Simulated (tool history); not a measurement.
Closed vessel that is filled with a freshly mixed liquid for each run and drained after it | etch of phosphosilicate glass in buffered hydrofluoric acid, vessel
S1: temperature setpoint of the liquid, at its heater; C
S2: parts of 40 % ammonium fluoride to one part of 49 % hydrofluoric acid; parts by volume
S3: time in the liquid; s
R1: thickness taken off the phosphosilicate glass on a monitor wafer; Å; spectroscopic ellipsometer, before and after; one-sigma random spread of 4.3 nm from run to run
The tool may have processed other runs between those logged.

run 1 hour=0 | S1=23 S2=24 S3=95 | R1=2804.6
run 2 hour=0.6 | S1=26 S2=24 S3=95 | R1=3389.4
run 3 hour=8.8 | S1=27 S2=24 S3=95 | R1=3504.2
run 4 hour=15.2 | S1=27.5 S2=23.5 S3=95 | R1=3655.6
run 5 hour=21.3 | S1=28 S2=23 S3=95 | R1=3862.6
-- hour=29 hydrofluoric acid flow meter replaced
run 6 hour=29 | S1=28.5 S2=23 S3=95 | R1=3712.1
run 7 hour=36.9 | S1=29 S2=22 S3=95 | R1=3902.9
run 8 hour=43.2 | S1=29.5 S2=21 S3=95 | R1=4145.4
run 9 hour=44.6 | S1=29.5 S2=20.5 S3=95 | R1=4216.7
run 10 hour=52.1 | S1=29.5 S2=20 S3=95 | R1=4224.6

For run 11, what comes out?
run 11 hour=58.8 | S1=29.5 S2=19.5 S3=95 | R1=?

R1: 4359.7 Å
